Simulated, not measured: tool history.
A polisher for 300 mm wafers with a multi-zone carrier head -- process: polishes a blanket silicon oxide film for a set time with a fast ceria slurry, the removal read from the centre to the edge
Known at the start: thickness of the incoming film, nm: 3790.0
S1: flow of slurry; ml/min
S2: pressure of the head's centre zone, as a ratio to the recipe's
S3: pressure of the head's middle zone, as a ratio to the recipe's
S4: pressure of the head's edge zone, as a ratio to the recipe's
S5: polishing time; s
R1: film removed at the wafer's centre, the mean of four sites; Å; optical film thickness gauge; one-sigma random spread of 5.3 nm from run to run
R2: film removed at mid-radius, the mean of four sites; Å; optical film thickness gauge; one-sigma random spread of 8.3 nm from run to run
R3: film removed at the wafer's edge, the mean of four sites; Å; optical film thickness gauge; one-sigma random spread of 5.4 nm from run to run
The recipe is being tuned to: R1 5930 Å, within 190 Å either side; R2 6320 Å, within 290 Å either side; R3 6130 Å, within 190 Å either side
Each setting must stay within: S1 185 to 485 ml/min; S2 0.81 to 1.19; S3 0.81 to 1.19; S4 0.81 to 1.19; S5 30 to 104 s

run,hour,S1,S2,S3,S4,S5,R1,R2,R3
1,0,310,1,1,1,67,10040,10123,10333
2,3.6,310,1.03,1,1,67,10389,10146,10549
3,8.2,310,0.99,0.98,0.95,57,8426.8,8539.3,8646.8
4,17,310,0.99,0.98,0.9,57,8538.7,8685.3,8437.1
5,19.5,310,0.99,0.98,0.87,57,8620.6,8471.1,8297.7
6,23,310,1.06,0.98,0.87,57,9082.1,8597.2,8198.3
7,24,305,1.01,0.97,0.86,51,7642.8,7664.3,7323.4
8,28.3,290,0.98,0.96,0.85,48,7055.5,7089.9,6815.7
9,29.7,265,0.94,0.95,0.84,47,6528.5,6922.5,6723.7
10,33,255,0.94,0.94,0.83,46,6392.2,6612.8,6424.3
11,36.6,240,0.93,0.94,0.82,46,6310.8,6556.2,6476
12,42.6,250,0.92,0.96,0.82,42,5673.4,6152.8,5889.7
13,43.6,265,0.92,0.96,0.83,42,5776.3,6250.2,5881
14,49.7,265,0.92,0.96,0.84,42,5625.6,6267.6,5833

Which of these 5 next moves meets every target?
A,55.8,320,1.01,0.96,0.84,43,?,?,?
B,55.8,310,0.91,1.04,0.82,43,?,?,?
C,55.8,270,0.86,1.01,0.82,42,?,?,?
D,55.8,340,0.91,0.95,0.83,43,?,?,?
E,55.8,335,1.02,1.05,0.81,38,?,?,?

move,R1,R2,R3
A,6524.1,6586,6190.9
B,5859.6,7026.3,6106.8
C,5333.1,6617.6,5912.5
D,5904.2,6564.3,6181.8
E,5850.2,6295.2,5393
A: carries the result that was furthest off beyond its target, to the other side
B: gets the furthest-off result to its target, but another result is out of tolerance
C: further off than the last run
D: each result inside its tolerance
E: gets the furthest-off result to its target, but another result is out of tolerance
D is the move that brings every result within its allowed miss.

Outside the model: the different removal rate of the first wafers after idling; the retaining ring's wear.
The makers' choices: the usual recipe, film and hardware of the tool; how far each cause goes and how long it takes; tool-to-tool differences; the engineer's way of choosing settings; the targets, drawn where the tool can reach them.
